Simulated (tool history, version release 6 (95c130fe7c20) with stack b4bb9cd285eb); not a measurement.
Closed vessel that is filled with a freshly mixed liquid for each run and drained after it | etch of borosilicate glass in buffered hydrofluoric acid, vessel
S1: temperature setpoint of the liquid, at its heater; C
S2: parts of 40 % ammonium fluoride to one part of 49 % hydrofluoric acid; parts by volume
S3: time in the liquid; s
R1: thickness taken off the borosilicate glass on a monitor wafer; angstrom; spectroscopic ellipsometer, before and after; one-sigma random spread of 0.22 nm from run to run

Run 1, day 0: S1 22 C, S2 20.5 parts by volume, S3 100 s. Result: R1 627.34 angstrom.
Run 2, day 0.075: S1 22 C, S2 20.5 parts by volume, S3 105 s. Result: R1 656.97 angstrom.
Run 3, day 0.442: S1 24.5 C, S2 20.5 parts by volume, S3 105 s. Result: R1 751.97 angstrom.
Run 4, day 0.55: S1 28 C, S2 20.5 parts by volume, S3 105 s. Result: R1 910.14 angstrom.
Run 5, day 0.821: S1 28 C, S2 20.5 parts by volume, S3 105 s. Result: R1 912.36 angstrom.
Run 6, day 0.992: S1 26.5 C, S2 20.5 parts by volume, S3 105 s. Result: R1 843.13 angstrom.
Run 7, day 1.133: S1 25 C, S2 20.5 parts by volume, S3 105 s. Result: R1 775.45 angstrom.
Run 8, day 1.404: S1 24 C, S2 20.5 parts by volume, S3 105 s. Result: R1 736.32 angstrom.
Run 9, day 1.617: S1 24 C, S2 20.5 parts by volume, S3 105 s. Result: R1 738.3 angstrom.
Run 10, day 1.954: S1 23 C, S2 20.5 parts by volume, S3 105 s. Result: R1 697.66 angstrom.
Run 11, day 2.279: S1 23 C, S2 20.5 parts by volume, S3 105 s. Result: R1 691.31 angstrom.
Run 12, day 2.65: S1 22.5 C, S2 20.5 parts by volume, S3 105 s. Result: R1 680.47 angstrom.
Run 13, day 2.725: S1 22 C, S2 20.5 parts by volume, S3 105 s. Result: R1 663.39 angstrom.
Run 14, day 2.996: S1 21.5 C, S2 20.5 parts by volume, S3 105 s. Result: R1 646.1 angstrom.

Run 15, settings as shown, results not yet in. Your forecast:
Run 15, day 3.358: S1 21 C, S2 20.5 parts by volume, S3 105 s. Result: R1 ?.

Run 15 came out at R1 625.92 angstrom.
